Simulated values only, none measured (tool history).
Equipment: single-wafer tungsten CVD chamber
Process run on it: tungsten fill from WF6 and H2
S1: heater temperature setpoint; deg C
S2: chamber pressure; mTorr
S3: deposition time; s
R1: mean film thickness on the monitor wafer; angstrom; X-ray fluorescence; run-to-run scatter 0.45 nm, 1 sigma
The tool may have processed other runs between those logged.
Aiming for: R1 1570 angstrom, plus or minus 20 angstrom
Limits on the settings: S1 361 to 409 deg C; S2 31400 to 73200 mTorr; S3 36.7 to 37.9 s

run  hour   S1     S2    S3      R1
  1     0  385  52300  36.7    1032
  2   2.2  375  52300  36.7  831.72
  3   4.7  375  52300  37.9  860.28
  4  11.1  378  52400  37.9  917.12
  5  19.9  378  52400  37.9  916.42
  6  25.3  381  52400  37.9  977.57
  7  29.4  393  52900  37.9  1267.3
  8  32.8  394  52900  37.9  1284.6
  9  40.2  395  52900  37.9  1305.9
 10  41.4  396  52900  37.9    1338
 11  49.8  397  52900  37.9  1370.9
 12  54.3  405  53100  37.9  1597.3

4 candidate next runs follow, results not yet known. Just one meets every target within its allowed miss. Identify it.
  A  58.8  405  55300  37.9   ?
  B  58.8  405  59500  36.9   ?
  C  58.8  406  53100  36.7   ?
  D  58.8  408  50500  37.6   ?

move      R1
   A  1618.6
   B  1622.2
   C  1571.2
   D  1637.9
A: the biggest miss grows against the last run
B: the biggest miss grows against the last run
C: all results land within tolerance of their targets
D: the biggest miss grows against the last run
Correct choice: C, which meets every target

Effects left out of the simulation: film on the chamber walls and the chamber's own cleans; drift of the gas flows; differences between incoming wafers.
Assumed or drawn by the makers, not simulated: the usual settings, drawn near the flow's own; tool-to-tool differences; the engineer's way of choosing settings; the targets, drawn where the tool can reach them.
